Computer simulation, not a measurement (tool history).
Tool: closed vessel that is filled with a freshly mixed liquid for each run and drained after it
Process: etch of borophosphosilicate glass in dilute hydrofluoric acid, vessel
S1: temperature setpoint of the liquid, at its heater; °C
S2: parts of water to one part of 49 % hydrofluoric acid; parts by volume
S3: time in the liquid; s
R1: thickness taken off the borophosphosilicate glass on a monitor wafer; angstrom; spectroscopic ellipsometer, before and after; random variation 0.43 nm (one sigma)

Run 1, hour 0: S1 20 °C, S2 115 parts by volume, S3 70 s. Result: R1 189.17 angstrom.
Run 2, hour 1.1: S1 18.5 °C, S2 115 parts by volume, S3 70 s. Result: R1 178.76 angstrom.
Run 3, hour 7.7: S1 18.5 °C, S2 115 parts by volume, S3 70 s. Result: R1 177.36 angstrom.
Run 4, hour 9.9: S1 18.5 °C, S2 115 parts by volume, S3 50 s. Result: R1 127.23 angstrom.
Run 5, hour 18.9: S1 18.5 °C, S2 85 parts by volume, S3 50 s. Result: R1 178.25 angstrom.
Run 6, hour 20.5: S1 18.5 °C, S2 85 parts by volume, S3 70 s. Result: R1 247.8 angstrom.
Run 7, hour 28.1: S1 20 °C, S2 80 parts by volume, S3 70 s. Result: R1 284.33 angstrom.
Run 8, hour 33.8: S1 21.5 °C, S2 80 parts by volume, S3 70 s. Result: R1 302.59 angstrom.
Run 9, hour 35.3: S1 22.5 °C, S2 75 parts by volume, S3 70 s. Result: R1 336.42 angstrom.
Run 10, hour 43.4: S1 23.5 °C, S2 70 parts by volume, S3 70 s. Result: R1 380.97 angstrom.

Forecast run 11:
Run 11, hour 44.9: S1 24.5 °C, S2 65 parts by volume, S3 70 s. Result: R1 ?.

Run 11 gave R1 427.73 angstrom.
